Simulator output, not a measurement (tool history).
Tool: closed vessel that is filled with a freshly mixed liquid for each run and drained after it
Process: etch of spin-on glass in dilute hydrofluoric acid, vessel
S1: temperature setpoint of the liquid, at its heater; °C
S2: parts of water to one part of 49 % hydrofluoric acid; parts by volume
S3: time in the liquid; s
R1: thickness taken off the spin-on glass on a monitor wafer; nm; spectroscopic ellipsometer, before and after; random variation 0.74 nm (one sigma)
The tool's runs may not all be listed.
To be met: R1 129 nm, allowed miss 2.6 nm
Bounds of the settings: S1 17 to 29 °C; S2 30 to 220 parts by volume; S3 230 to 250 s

{"run": 1, "hour": 0.0, "S1": 21, "S2": 125, "S3": 230, "R1": 63.663}
{"run": 2, "hour": 8.8, "S1": 23, "S2": 125, "S3": 230, "R1": 68.467}
{"run": 3, "hour": 10.2, "S1": 25, "S2": 110, "S3": 230, "R1": 86.049}
{"run": 4, "hour": 11.7, "S1": 25, "S2": 95, "S3": 230, "R1": 101.95}
{"run": 5, "hour": 19.5, "S1": 26, "S2": 90, "S3": 230, "R1": 111.4}
{"run": 6, "hour": 23.1, "S1": 27, "S2": 90, "S3": 230, "R1": 116.54}
{"run": 7, "hour": 31.7, "S1": 29, "S2": 85, "S3": 230, "R1": 135.03}
{"run": 8, "hour": 39.8, "S1": 28.5, "S2": 85, "S3": 230, "R1": 132.23}
{"hour": 47.9, "done": "thermometer replaced"}
{"run": 9, "hour": 47.9, "S1": 28, "S2": 85, "S3": 230, "R1": 117.62}

4 next moves are on the table. One of them brings every result within its allowed miss. Which?
{"run": "A", "hour": 56.0, "S1": 27, "S2": 80, "S3": 235, "R1": "?"}
{"run": "B", "hour": 56.0, "S1": 26, "S2": 90, "S3": 240, "R1": "?"}
{"run": "C", "hour": 56.0, "S1": 28.5, "S2": 95, "S3": 230, "R1": "?"}
{"run": "D", "hour": 56.0, "S1": 27, "S2": 75, "S3": 230, "R1": "?"}

move=A R1=123.59
move=B R1=106.45
move=C R1=105.75
move=D R1=129.91
A: nearer than the last run, and not there yet
B: further off than the last run
C: further off than the last run
D: meets every target
The right move is D.

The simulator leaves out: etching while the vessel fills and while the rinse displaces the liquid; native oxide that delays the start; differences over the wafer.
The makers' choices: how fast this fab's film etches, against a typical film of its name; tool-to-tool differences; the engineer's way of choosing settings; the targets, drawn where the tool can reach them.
